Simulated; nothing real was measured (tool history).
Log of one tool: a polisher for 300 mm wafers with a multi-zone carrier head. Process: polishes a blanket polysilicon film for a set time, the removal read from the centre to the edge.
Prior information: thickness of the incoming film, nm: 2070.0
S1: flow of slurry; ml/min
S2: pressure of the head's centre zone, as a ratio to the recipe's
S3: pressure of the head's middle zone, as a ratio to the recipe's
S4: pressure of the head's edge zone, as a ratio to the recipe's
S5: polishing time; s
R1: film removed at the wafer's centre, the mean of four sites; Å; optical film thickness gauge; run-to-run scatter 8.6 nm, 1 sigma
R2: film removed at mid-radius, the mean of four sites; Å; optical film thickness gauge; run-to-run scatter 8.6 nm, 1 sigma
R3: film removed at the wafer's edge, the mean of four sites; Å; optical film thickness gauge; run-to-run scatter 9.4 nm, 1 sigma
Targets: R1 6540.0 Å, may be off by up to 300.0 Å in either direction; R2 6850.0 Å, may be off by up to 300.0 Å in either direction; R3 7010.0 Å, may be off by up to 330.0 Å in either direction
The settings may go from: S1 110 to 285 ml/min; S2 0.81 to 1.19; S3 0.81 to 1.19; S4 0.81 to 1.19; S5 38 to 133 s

{"run": 1, "hour": 0.0, "S1": 180, "S2": 1.0, "S3": 1.0, "S4": 1.0, "S5": 85, "R1": 4845.2, "R2": 4810.2, "R3": 4885.3}
{"run": 2, "hour": 1.9, "S1": 155, "S2": 1.0, "S3": 1.0, "S4": 1.0, "S5": 85, "R1": 4586.7, "R2": 4615.6, "R3": 4741.0}
{"run": 3, "hour": 9.8, "S1": 155, "S2": 1.03, "S3": 1.0, "S4": 1.0, "S5": 85, "R1": 4801.8, "R2": 4713.4, "R3": 4738.3}
{"run": 4, "hour": 16.9, "S1": 155, "S2": 1.03, "S3": 1.06, "S4": 1.0, "S5": 85, "R1": 4817.0, "R2": 4869.4, "R3": 4823.4}
{"run": 5, "hour": 22.2, "S1": 155, "S2": 1.09, "S3": 1.06, "S4": 1.0, "S5": 85, "R1": 5097.5, "R2": 4926.2, "R3": 4778.4}
{"run": 6, "hour": 26.3, "S1": 170, "S2": 1.07, "S3": 1.08, "S4": 1.05, "S5": 90, "R1": 5394.3, "R2": 5262.0, "R3": 5164.2}
{"run": 7, "hour": 35.3, "S1": 160, "S2": 0.97, "S3": 1.09, "S4": 1.14, "S5": 114, "R1": 6134.2, "R2": 6736.4, "R3": 6807.8}
{"run": 8, "hour": 37.0, "S1": 165, "S2": 0.98, "S3": 1.09, "S4": 1.14, "S5": 114, "R1": 6221.9, "R2": 6717.0, "R3": 7033.2}

Exercise: of the 5 proposed moves below, exactly one satisfies all targets within the stated allowed misses. Which move is it?
{"run": "A", "hour": 38.7, "S1": 185, "S2": 0.84, "S3": 1.08, "S4": 1.19, "S5": 113, "R1": "?", "R2": "?", "R3": "?"}
{"run": "B", "hour": 38.7, "S1": 180, "S2": 0.99, "S3": 0.96, "S4": 1.11, "S5": 113, "R1": "?", "R2": "?", "R3": "?"}
{"run": "C", "hour": 38.7, "S1": 210, "S2": 1.01, "S3": 1.07, "S4": 1.19, "S5": 112, "R1": "?", "R2": "?", "R3": "?"}
{"run": "D", "hour": 38.7, "S1": 225, "S2": 0.94, "S3": 1.12, "S4": 1.19, "S5": 106, "R1": "?", "R2": "?", "R3": "?"}
{"run": "E", "hour": 38.7, "S1": 140, "S2": 1.06, "S3": 1.14, "S4": 1.04, "S5": 123, "R1": "?", "R2": "?", "R3": "?"}

move=A R1=5540.9 R2=6962.8 R3=7162.5
move=B R1=6490.6 R2=6260.8 R3=6932.6
move=C R1=6803.6 R2=7014.8 R3=7229.0
move=D R1=6075.8 R2=6992.6 R3=6898.9
move=E R1=7061.1 R2=7410.9 R3=7018.9
A: moves away from the targets compared with the last run
B: gets the furthest-off result to its target, but another result is out of tolerance
C: in spec on every target
D: moves away from the targets compared with the last run
E: moves the result that the last run missed by most past its target, out the other side
C is the move that brings every result within its allowed miss.

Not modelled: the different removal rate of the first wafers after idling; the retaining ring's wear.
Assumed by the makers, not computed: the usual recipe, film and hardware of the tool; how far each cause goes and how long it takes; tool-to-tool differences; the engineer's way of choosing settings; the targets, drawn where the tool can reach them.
